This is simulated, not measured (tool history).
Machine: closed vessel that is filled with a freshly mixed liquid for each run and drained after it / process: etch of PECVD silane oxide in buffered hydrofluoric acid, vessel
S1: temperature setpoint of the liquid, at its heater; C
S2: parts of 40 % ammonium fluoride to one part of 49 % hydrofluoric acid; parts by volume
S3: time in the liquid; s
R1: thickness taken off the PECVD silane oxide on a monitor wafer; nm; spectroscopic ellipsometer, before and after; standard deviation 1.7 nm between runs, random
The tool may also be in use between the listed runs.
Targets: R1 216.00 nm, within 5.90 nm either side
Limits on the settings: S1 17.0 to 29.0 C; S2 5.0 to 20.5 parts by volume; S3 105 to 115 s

Run 1, hour 0.0: S1 21.0 C, S2 12.5 parts by volume, S3 105 s. Result: R1 332.81 nm.
Run 2, hour 4.9: S1 21.0 C, S2 12.5 parts by volume, S3 105 s. Result: R1 336.53 nm.
Run 3, hour 9.2: S1 20.0 C, S2 13.5 parts by volume, S3 105 s. Result: R1 295.45 nm.
Run 4, hour 14.8: S1 20.0 C, S2 13.5 parts by volume, S3 115 s. Result: R1 322.07 nm.
Run 5, hour 22.7: S1 19.0 C, S2 14.5 parts by volume, S3 115 s. Result: R1 286.20 nm.
Run 6, hour 25.9: S1 19.0 C, S2 16.0 parts by volume, S3 115 s. Result: R1 256.86 nm.
Run 7, hour 31.5: S1 18.5 C, S2 16.0 parts by volume, S3 115 s. Result: R1 249.07 nm.
Run 8, hour 36.2: S1 18.0 C, S2 16.0 parts by volume, S3 115 s. Result: R1 241.27 nm.
Run 9, hour 37.6: S1 17.5 C, S2 16.0 parts by volume, S3 115 s. Result: R1 233.76 nm.

4 candidate next runs follow, results not yet known. Just one meets every target within its allowed miss. Identify it.
Run A, hour 39.0: S1 18.0 C, S2 17.0 parts by volume, S3 115 s. Result: R1 ?.
Run B, hour 39.0: S1 17.0 C, S2 16.0 parts by volume, S3 115 s. Result: R1 ?.
Run C, hour 39.0: S1 18.0 C, S2 15.0 parts by volume, S3 110 s. Result: R1 ?.
Run D, hour 39.0: S1 17.0 C, S2 15.5 parts by volume, S3 105 s. Result: R1 ?.

move      R1
   A  228.97
   B  229.60
   C  247.76
   D  216.30
A: closer than the last run, but not yet in spec
B: closer than the last run, but not yet in spec
C: its largest miss is bigger than the last run's
D: every result lands within tolerance
D is the move that brings every result within its allowed miss.
